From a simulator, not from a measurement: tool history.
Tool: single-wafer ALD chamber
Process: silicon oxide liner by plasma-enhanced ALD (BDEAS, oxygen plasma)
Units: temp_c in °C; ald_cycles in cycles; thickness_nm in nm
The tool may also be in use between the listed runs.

run  hour  temp_c  ald_cycles  thickness_nm
  1     0     315          32        2.7974
  2     1     321          32        2.7826
  3   2.3     321          33        2.8732
  4   9.2     321          36        3.0967
  5  18.1     313          36        3.1307
  6  19.4     307          36        3.1757
  7  24.8     307          37         3.224

Forecast run 8:
  8  29.6     307          38             ?

thickness_nm: 3.3322 nm
